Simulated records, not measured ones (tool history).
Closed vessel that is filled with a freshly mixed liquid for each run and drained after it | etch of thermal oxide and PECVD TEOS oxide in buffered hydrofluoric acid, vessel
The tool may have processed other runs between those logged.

| run | day | temperature setpoint of the liquid (C) | parts of 40 % ammonium fluoride to one part of 49 % hydrofluoric acid (parts by volume) | time in the liquid (s) | thickness taken off the thermal oxide on a monitor wafer (nm) | thickness taken off the PECVD TEOS oxide on a monitor wafer (nm) |
|---|---|---|---|---|---|---|
| 1 | 0.000 | 25.0 | 9.5 | 60 | 69.638 | 198.36 |
| 2 | 0.312 | 25.0 | 9.5 | 50 | 57.422 | 164.12 |
| 3 | 0.454 | 25.5 | 9.0 | 50 | 62.242 | 174.09 |
| 4 | 0.538 | 26.0 | 8.5 | 50 | 68.346 | 191.78 |
| 5 | 0.883 | 26.5 | 8.0 | 50 | 74.502 | 207.75 |
| 6 | 1.121 | 27.0 | 7.5 | 50 | 81.274 | 230.06 |
| 7 | 1.233 | 27.5 | 7.5 | 50 | 83.972 | 237.61 |
| 8 | 1.450 | 28.0 | 7.5 | 50 | 86.539 | 241.22 |
| 9 | 1.508 | 28.5 | 7.5 | 50 | 88.157 | 250.15 |
| 10 | 1.617 | 28.5 | 7.5 | 50 | 89.203 | 247.82 |
| 11 | 1.696 | 28.5 | 7.5 | 50 | 87.829 | 249.31 |
| 12 | 1.808 | 29.0 | 7.5 | 50 | 90.613 | 253.44 |
| 13 | 1.854 | 29.5 | 7.5 | 50 | 91.659 | 261.55 |

Estimate the outcome of run 14 from the log above:
| 14 | 1.975 | 31.0 | 6.0 | 50 | ? | ? |

Run 14 yielded thickness taken off the thermal oxide on a monitor wafer (nm) 123.980, thickness taken off the PECVD TEOS oxide on a monitor wafer (nm) 348.86.

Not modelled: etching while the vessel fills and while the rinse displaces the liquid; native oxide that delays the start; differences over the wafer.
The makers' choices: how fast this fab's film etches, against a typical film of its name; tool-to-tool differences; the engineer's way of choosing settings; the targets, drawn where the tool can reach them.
